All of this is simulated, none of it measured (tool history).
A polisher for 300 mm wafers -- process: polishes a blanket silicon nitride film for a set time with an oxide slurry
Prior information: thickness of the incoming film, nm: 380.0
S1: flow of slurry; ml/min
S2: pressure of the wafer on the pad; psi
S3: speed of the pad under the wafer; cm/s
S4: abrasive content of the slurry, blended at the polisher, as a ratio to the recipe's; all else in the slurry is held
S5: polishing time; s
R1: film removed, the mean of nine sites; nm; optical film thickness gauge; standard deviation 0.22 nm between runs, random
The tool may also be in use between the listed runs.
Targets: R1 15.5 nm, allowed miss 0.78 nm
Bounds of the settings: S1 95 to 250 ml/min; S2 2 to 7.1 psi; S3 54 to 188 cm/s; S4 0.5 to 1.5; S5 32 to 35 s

run 1 hour=0 | S1=160 S2=4.5 S3=120 S4=1 S5=35 | R1=27.541
run 2 hour=6.6 | S1=160 S2=4.5 S3=120 S4=1 S5=32 | R1=26.171
run 3 hour=9.4 | S1=160 S2=4.5 S3=104 S4=1 S5=32 | R1=23.386
run 4 hour=12.3 | S1=160 S2=4.5 S3=104 S4=1.05 S5=32 | R1=23.854
run 5 hour=20 | S1=160 S2=4.5 S3=104 S4=0.95 S5=32 | R1=22.61
run 6 hour=20.6 | S1=160 S2=4.5 S3=104 S4=0.95 S5=32 | R1=22.69
run 7 hour=23.7 | S1=160 S2=4 S3=102 S4=0.95 S5=32 | R1=20.063
run 8 hour=25.6 | S1=160 S2=3.7 S3=102 S4=0.95 S5=32 | R1=19.177
run 9 hour=28.8 | S1=160 S2=3.4 S3=102 S4=0.95 S5=32 | R1=17.264
run 10 hour=35.4 | S1=160 S2=3.3 S3=102 S4=0.95 S5=32 | R1=16.553

Pick the move, out of 5, that brings all results within their allowed miss; only one does.
run A hour=42 | S1=215 S2=4.9 S3=66 S4=0.75 S5=35 | R1=?
run B hour=42 | S1=175 S2=2.8 S3=124 S4=0.8 S5=32 | R1=?
run C hour=42 | S1=165 S2=3.5 S3=98 S4=0.95 S5=33 | R1=?
run D hour=42 | S1=190 S2=3.3 S3=90 S4=1.2 S5=32 | R1=?
run E hour=42 | S1=140 S2=4.3 S3=80 S4=1 S5=32 | R1=?

move=A R1=16.947
move=B R1=15.392
move=C R1=17.641
move=D R1=17.085
move=E R1=17.833
A: lands further from the targets than the last run did
B: in spec on every target
C: lands further from the targets than the last run did
D: lands further from the targets than the last run did
E: lands further from the targets than the last run did
So the answer is move B, the one that meets all the targets.
